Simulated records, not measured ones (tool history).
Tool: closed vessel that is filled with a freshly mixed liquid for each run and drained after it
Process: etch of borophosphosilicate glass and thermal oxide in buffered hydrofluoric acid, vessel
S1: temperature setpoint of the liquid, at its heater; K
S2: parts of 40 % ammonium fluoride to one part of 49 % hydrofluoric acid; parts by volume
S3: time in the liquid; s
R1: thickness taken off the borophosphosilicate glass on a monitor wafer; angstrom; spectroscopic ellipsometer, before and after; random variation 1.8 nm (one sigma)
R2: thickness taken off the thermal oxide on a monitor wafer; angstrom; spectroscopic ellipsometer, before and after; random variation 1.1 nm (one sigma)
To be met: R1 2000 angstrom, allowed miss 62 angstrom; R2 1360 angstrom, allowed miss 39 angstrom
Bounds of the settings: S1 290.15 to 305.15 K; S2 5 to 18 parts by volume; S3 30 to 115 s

run	hour	S1	S2	S3	R1	R2
1	0	297.15	11	60	1110.8	759.46
2	7.1	299.65	11	60	1251.8	869.25
3	8.1	302.15	11	60	1432.4	991.34
4	9.3	302.15	8.5	60	1842.2	1225.7
5	17.4	302.15	10.5	60	1496.6	1024
6	18.4	302.65	10	60	1610.2	1103.7
7	25	303.15	10	60	1651.5	1136.2
8	26.5	303.65	10	60	1702.4	1154.9
9	28.2	305.15	8.5	60	2096.4	1402.5

4 next moves are on the table. One of them brings every result within its allowed miss. Which?
A	29.9	303.15	7.5	55	?	?
B	29.9	302.65	6.5	45	?	?
C	29.9	305.15	10	60	?	?
D	29.9	304.15	9	60	?	?

move	R1	R2
A	2009.6	1349.6
B	1844.1	1235.9
C	1861.1	1254
D	1891.1	1272.7
A: meets every target
B: takes the result that was furthest off past its target
C: takes the result that was furthest off past its target
D: takes the result that was furthest off past its target
The right move is A.

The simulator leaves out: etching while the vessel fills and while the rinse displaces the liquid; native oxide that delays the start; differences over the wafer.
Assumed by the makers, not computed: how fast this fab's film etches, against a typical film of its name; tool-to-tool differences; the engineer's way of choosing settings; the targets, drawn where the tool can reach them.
